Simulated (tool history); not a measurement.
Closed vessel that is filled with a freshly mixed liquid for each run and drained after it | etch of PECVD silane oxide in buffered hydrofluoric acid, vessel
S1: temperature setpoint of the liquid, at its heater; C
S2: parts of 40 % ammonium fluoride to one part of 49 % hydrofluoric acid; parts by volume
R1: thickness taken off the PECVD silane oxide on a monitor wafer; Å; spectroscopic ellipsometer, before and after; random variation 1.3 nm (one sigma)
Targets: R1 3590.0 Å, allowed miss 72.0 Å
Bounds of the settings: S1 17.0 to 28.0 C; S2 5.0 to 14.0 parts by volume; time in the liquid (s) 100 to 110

run 1 hour=0.0 | S1=20.0 S2=8.5 time_in_the_liquid_(s)=100 | R1=2464.2
run 2 hour=6.7 | S1=18.0 S2=8.5 time_in_the_liquid_(s)=100 | R1=2190.6
run 3 hour=9.2 | S1=18.0 S2=8.5 time_in_the_liquid_(s)=110 | R1=2428.8
run 4 hour=18.4 | S1=20.0 S2=8.5 time_in_the_liquid_(s)=110 | R1=2702.0
run 5 hour=22.7 | S1=22.0 S2=8.5 time_in_the_liquid_(s)=110 | R1=3023.9
run 6 hour=31.7 | S1=23.0 S2=8.5 time_in_the_liquid_(s)=110 | R1=3183.5
run 7 hour=35.0 | S1=24.0 S2=8.5 time_in_the_liquid_(s)=110 | R1=3342.5
run 8 hour=39.8 | S1=24.5 S2=8.5 time_in_the_liquid_(s)=110 | R1=3441.4

4 next moves are on the table. One of them brings every result within its allowed miss. Which?
run A hour=44.6 | S1=21.5 S2=7.0 time_in_the_liquid_(s)=110 | R1=?
run B hour=44.6 | S1=26.0 S2=9.0 time_in_the_liquid_(s)=105 | R1=?
run C hour=44.6 | S1=24.0 S2=8.5 time_in_the_liquid_(s)=110 | R1=?
run D hour=44.6 | S1=25.0 S2=8.5 time_in_the_liquid_(s)=105 | R1=?

move=A R1=3586.1
move=B R1=3333.8
move=C R1=3334.7
move=D R1=3360.8
A: meets every target
B: further off than the last run
C: further off than the last run
D: further off than the last run
Move A is the one to make.

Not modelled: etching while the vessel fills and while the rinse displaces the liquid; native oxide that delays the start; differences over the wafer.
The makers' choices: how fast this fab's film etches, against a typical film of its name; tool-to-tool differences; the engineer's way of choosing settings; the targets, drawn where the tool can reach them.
